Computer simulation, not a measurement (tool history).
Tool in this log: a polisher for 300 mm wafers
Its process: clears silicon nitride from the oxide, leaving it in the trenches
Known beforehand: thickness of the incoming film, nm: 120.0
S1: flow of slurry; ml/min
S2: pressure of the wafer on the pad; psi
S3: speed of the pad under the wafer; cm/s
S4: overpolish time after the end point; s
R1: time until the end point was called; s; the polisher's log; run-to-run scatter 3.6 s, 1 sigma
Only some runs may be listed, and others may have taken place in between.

run 1 hour=0 | S1=170 S2=2.7 S3=88 S4=41 | R1=144.5
run 2 hour=1.2 | S1=170 S2=2.7 S3=106 S4=41 | R1=124.12
run 3 hour=4.2 | S1=190 S2=2.7 S3=106 S4=41 | R1=122.34
run 4 hour=12.8 | S1=190 S2=2.4 S3=100 S4=41 | R1=143.04
-- hour=20 head pressure recalibrated
run 5 hour=20 | S1=160 S2=2.4 S3=100 S4=41 | R1=161.55
run 6 hour=23.6 | S1=160 S2=1.9 S3=100 S4=41 | R1=204.55

Run 7, settings as shown, results not yet in. Your forecast:
run 7 hour=27.3 | S1=160 S2=1.4 S3=98 S4=41 | R1=?

{"run 7": {"R1": 277.47}}
